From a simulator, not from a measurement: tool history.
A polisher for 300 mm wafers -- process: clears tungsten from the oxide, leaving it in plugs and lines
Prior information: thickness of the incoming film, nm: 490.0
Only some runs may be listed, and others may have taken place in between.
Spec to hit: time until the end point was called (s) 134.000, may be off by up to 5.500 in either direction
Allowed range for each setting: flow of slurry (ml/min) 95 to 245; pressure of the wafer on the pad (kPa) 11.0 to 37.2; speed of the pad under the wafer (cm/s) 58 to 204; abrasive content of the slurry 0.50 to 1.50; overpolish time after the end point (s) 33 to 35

| run | day | flow of slurry (ml/min) | pressure of the wafer on the pad (kPa) | speed of the pad under the wafer (cm/s) | abrasive content of the slurry | overpolish time after the end point (s) | time until the end point was called (s) |
|---|---|---|---|---|---|---|---|
| 1 | 0.000 | 155 | 24.1 | 130 | 1.00 | 33 | 105.570 |
| 2 | 0.138 | 155 | 27.6 | 130 | 1.00 | 33 | 92.428 |
| 3 | 0.375 | 185 | 27.6 | 130 | 1.00 | 33 | 89.123 |
| 4 | 0.621 | 180 | 24.8 | 130 | 1.00 | 33 | 98.907 |
| 5 | 0.729 | 180 | 24.8 | 130 | 0.80 | 33 | 103.460 |
| 6 | 0.850 | 175 | 23.4 | 130 | 0.80 | 33 | 109.850 |
| 7 | 1.100 | 170 | 22.1 | 130 | 0.80 | 33 | 116.800 |
| 8 | 1.317 | 165 | 21.4 | 130 | 0.80 | 33 | 118.880 |
| 9 | 1.388 | 165 | 20.7 | 130 | 0.80 | 33 | 124.960 |

Next run, 5 choices. One meets every target within its allowed miss, the rest don't. Which?
| A | 1.458 | 125 | 31.7 | 98 | 0.85 | 35 | ? |
| B | 1.458 | 140 | 20.0 | 132 | 0.70 | 33 | ? |
| C | 1.458 | 160 | 22.8 | 120 | 0.90 | 35 | ? |
| D | 1.458 | 155 | 20.7 | 146 | 0.75 | 33 | ? |
| E | 1.458 | 190 | 23.4 | 132 | 0.80 | 33 | ? |

| move | time until the end point was called (s) |
|---|---|
| A | 113.490 |
| B | 136.980 |
| C | 122.790 |
| D | 116.620 |
| E | 109.350 |
A: further off than the last run
B: every result lands within tolerance
C: further off than the last run
D: further off than the last run
E: further off than the last run
Correct choice: B, which meets every target
